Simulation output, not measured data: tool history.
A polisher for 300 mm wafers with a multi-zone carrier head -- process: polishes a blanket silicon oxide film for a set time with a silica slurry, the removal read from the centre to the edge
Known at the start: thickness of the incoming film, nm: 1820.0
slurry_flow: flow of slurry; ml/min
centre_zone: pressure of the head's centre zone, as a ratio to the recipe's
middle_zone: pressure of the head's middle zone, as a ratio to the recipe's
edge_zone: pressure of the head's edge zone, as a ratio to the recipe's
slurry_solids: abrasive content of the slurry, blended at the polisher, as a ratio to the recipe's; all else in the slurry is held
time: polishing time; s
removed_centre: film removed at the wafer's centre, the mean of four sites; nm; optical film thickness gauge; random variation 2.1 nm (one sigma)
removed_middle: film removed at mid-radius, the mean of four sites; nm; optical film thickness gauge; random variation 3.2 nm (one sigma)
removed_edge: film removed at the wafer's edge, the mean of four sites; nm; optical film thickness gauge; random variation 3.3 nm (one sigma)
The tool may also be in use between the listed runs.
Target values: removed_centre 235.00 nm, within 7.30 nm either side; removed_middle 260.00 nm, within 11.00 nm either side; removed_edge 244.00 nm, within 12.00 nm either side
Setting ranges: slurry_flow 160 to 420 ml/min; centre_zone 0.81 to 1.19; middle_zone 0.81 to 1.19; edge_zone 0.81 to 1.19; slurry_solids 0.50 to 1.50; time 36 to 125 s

Run 1, hour 0.0: slurry_flow 270 ml/min, centre_zone 1.00, middle_zone 1.00, edge_zone 1.00, slurry_solids 1.00, time 80 s. Result: removed_centre 269.92 nm, removed_middle 260.69 nm, removed_edge 274.68 nm.
Run 2, hour 4.7: slurry_flow 265 ml/min, centre_zone 0.98, middle_zone 1.02, edge_zone 0.97, slurry_solids 0.95, time 80 s. Result: removed_centre 258.09 nm, removed_middle 261.84 nm, removed_edge 262.18 nm.
Run 3, hour 12.5: slurry_flow 260 ml/min, centre_zone 0.96, middle_zone 1.02, edge_zone 0.95, slurry_solids 0.95, time 80 s. Result: removed_centre 247.00 nm, removed_middle 261.51 nm, removed_edge 259.54 nm.
Run 4, hour 15.0: slurry_flow 260 ml/min, centre_zone 0.96, middle_zone 0.96, edge_zone 0.95, slurry_solids 0.95, time 80 s. Result: removed_centre 245.31 nm, removed_middle 251.50 nm, removed_edge 254.73 nm.
Run 5, hour 22.3: slurry_flow 255 ml/min, centre_zone 0.95, middle_zone 0.97, edge_zone 0.93, slurry_solids 0.95, time 80 s. Result: removed_centre 247.55 nm, removed_middle 250.68 nm, removed_edge 249.87 nm.
Run 6, hour 29.4: slurry_flow 255 ml/min, centre_zone 0.95, middle_zone 0.97, edge_zone 0.93, slurry_solids 0.75, time 80 s. Result: removed_centre 222.67 nm, removed_middle 224.07 nm, removed_edge 236.26 nm.
Run 7, hour 35.6: slurry_flow 265 ml/min, centre_zone 0.95, middle_zone 1.01, edge_zone 0.92, slurry_solids 0.75, time 80 s. Result: removed_centre 227.90 nm, removed_middle 239.54 nm, removed_edge 229.92 nm.
Run 8, hour 42.3: slurry_flow 275 ml/min, centre_zone 0.95, middle_zone 1.02, edge_zone 0.93, slurry_solids 0.75, time 80 s. Result: removed_centre 224.26 nm, removed_middle 239.68 nm, removed_edge 237.37 nm.
Run 9, hour 46.1: slurry_flow 280 ml/min, centre_zone 0.96, middle_zone 1.04, edge_zone 0.93, slurry_solids 0.75, time 80 s. Result: removed_centre 230.45 nm, removed_middle 242.00 nm, removed_edge 234.55 nm.

Pick the move, out of 5, that brings all results within their allowed miss; only one does.
Run A, hour 49.9: slurry_flow 275 ml/min, centre_zone 0.97, middle_zone 0.98, edge_zone 1.01, slurry_solids 0.70, time 81 s. Result: removed_centre ?, removed_middle ?, removed_edge ?.
Run B, hour 49.9: slurry_flow 170 ml/min, centre_zone 1.00, middle_zone 1.01, edge_zone 0.91, slurry_solids 0.75, time 84 s. Result: removed_centre ?, removed_middle ?, removed_edge ?.
Run C, hour 49.9: slurry_flow 180 ml/min, centre_zone 1.06, middle_zone 1.00, edge_zone 0.99, slurry_solids 0.55, time 88 s. Result: removed_centre ?, removed_middle ?, removed_edge ?.
Run D, hour 49.9: slurry_flow 300 ml/min, centre_zone 0.94, middle_zone 1.08, edge_zone 0.94, slurry_solids 0.65, time 88 s. Result: removed_centre ?, removed_middle ?, removed_edge ?.
Run E, hour 49.9: slurry_flow 210 ml/min, centre_zone 0.81, middle_zone 1.09, edge_zone 0.81, slurry_solids 0.90, time 86 s. Result: removed_centre ?, removed_middle ?, removed_edge ?.

move  removed_centre  removed_middle  removed_edge
   A          226.48          230.81        238.22
   B          230.94          233.67        229.73
   C          230.69          218.60        224.34
   D          234.20          259.41        244.64
   E          212.27          276.10        244.50
A: lands further from the targets than the last run did
B: lands further from the targets than the last run did
C: lands further from the targets than the last run did
D: each result inside its tolerance
E: takes the biggest miss from the last run beyond its target
Correct choice: D, which meets every target

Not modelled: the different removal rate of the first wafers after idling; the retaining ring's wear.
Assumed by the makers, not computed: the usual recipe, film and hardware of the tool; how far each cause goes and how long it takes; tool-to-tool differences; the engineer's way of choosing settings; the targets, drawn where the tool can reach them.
